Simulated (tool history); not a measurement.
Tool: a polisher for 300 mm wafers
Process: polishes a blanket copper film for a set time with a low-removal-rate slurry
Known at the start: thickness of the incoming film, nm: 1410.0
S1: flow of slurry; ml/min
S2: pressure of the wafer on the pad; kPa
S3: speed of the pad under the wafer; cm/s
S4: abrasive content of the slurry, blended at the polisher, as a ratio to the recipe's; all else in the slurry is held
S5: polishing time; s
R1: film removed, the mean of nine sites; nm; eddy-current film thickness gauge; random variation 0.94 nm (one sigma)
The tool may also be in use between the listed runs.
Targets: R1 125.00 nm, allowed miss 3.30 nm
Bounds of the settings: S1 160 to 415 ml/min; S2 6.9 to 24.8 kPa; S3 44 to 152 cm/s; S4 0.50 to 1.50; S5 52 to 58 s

Run 1, day 0.000: S1 265 ml/min, S2 15.9 kPa, S3 98 cm/s, S4 1.00, S5 58 s. Result: R1 140.42 nm.
Run 2, day 0.267: S1 260 ml/min, S2 15.2 kPa, S3 98 cm/s, S4 1.00, S5 58 s. Result: R1 134.22 nm.
Run 3, day 0.450: S1 260 ml/min, S2 15.2 kPa, S3 98 cm/s, S4 1.20, S5 58 s. Result: R1 142.87 nm.
Run 4, day 0.571: S1 260 ml/min, S2 15.2 kPa, S3 98 cm/s, S4 1.20, S5 52 s. Result: R1 127.29 nm.
Run 5, day 0.638: S1 260 ml/min, S2 15.2 kPa, S3 98 cm/s, S4 1.40, S5 52 s. Result: R1 133.63 nm.
Run 6, day 0.738: S1 260 ml/min, S2 15.2 kPa, S3 98 cm/s, S4 1.50, S5 52 s. Result: R1 136.56 nm.
Run 7, day 1.054: S1 255 ml/min, S2 14.5 kPa, S3 98 cm/s, S4 1.50, S5 52 s. Result: R1 130.01 nm.
Run 8, day 1.217: S1 250 ml/min, S2 14.5 kPa, S3 98 cm/s, S4 1.50, S5 52 s. Result: R1 132.09 nm.

Which of these 4 next moves meets every target?
Run A, day 1.379: S1 225 ml/min, S2 13.8 kPa, S3 106 cm/s, S4 1.50, S5 53 s. Result: R1 ?.
Run B, day 1.379: S1 240 ml/min, S2 14.5 kPa, S3 104 cm/s, S4 1.45, S5 53 s. Result: R1 ?.
Run C, day 1.379: S1 220 ml/min, S2 11.7 kPa, S3 118 cm/s, S4 1.50, S5 52 s. Result: R1 ?.
Run D, day 1.379: S1 260 ml/min, S2 14.5 kPa, S3 102 cm/s, S4 1.45, S5 53 s. Result: R1 ?.

move      R1
   A  134.81
   B  138.50
   C  125.17
   D  137.22
A: further off than the last run
B: further off than the last run
C: meets every target
D: further off than the last run
The right move is C.
